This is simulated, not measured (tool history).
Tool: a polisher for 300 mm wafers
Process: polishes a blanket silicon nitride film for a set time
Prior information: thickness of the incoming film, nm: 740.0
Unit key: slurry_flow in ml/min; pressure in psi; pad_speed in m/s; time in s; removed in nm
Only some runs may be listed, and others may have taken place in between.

run  hour  slurry_flow  pressure  pad_speed  time  removed
  1   0.0          130       2.7       0.84    51   49.064
  2   8.9          110       2.7       0.84    51   49.114
  3  10.5          110       2.8       0.84    51   48.319
  4  18.7          110       2.3       0.84    51   43.153
  5  21.8          110       2.5       0.84    51   45.992
  6  26.4          110       2.6       0.84    51   46.732
  7  30.2          110       2.7       0.84    51   48.257
  8  36.8          110       2.8       0.84    51   49.513
  9  41.8          110       2.9       0.84    51   49.815
 10  45.5          110       3.0       0.84    51   51.427
 11  51.5          110       3.1       0.84    51   54.264
 12  54.1          110       3.2       0.84    51   55.735

Predict the results of run 13:
 13  58.5          125       3.8       0.86    51        ?

removed: 64.160 nm
